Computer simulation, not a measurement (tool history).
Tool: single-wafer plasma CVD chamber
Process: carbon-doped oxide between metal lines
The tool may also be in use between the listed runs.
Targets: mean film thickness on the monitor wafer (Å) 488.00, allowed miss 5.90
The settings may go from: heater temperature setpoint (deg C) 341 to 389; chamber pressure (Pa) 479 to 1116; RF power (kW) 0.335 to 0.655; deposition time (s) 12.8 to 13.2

| run | hour | heater temperature setpoint (deg C) | chamber pressure (Pa) | RF power (kW) | deposition time (s) | mean film thickness on the monitor wafer (Å) |
|---|---|---|---|---|---|---|
| 1 | 0.0 | 365 | 797 | 0.495 | 12.8 | 626.22 |
| 2 | 2.8 | 365 | 797 | 0.495 | 12.8 | 625.54 |
| 3 | 5.1 | 369 | 735 | 0.460 | 12.8 | 573.78 |
| 4 | 7.8 | 374 | 735 | 0.460 | 12.8 | 562.56 |
| 5 | 13.2 | 383 | 735 | 0.460 | 12.8 | 554.02 |
| 6 | 21.5 | 383 | 637 | 0.460 | 12.8 | 547.54 |
| 7 | 23.1 | 384 | 617 | 0.445 | 12.8 | 523.70 |
| 8 | 23.6 | 389 | 479 | 0.425 | 12.8 | 478.15 |
| 9 | 26.4 | 388 | 484 | 0.425 | 12.8 | 479.39 |
| 10 | 31.9 | 387 | 489 | 0.425 | 12.8 | 482.07 |

4 next moves are on the table. One of them brings every result within its allowed miss. Which?
| A | 37.4 | 388 | 500 | 0.405 | 13.2 | ? |
| B | 37.4 | 386 | 557 | 0.435 | 12.8 | ? |
| C | 37.4 | 378 | 479 | 0.410 | 12.8 | ? |
| D | 37.4 | 389 | 492 | 0.430 | 12.8 | ? |

| move | mean film thickness on the monitor wafer (Å) |
|---|---|
| A | 466.92 |
| B | 501.98 |
| C | 468.91 |
| D | 486.89 |
A: further off than the last run
B: takes the result that was furthest off past its target
C: further off than the last run
D: meets every target
Answer: D

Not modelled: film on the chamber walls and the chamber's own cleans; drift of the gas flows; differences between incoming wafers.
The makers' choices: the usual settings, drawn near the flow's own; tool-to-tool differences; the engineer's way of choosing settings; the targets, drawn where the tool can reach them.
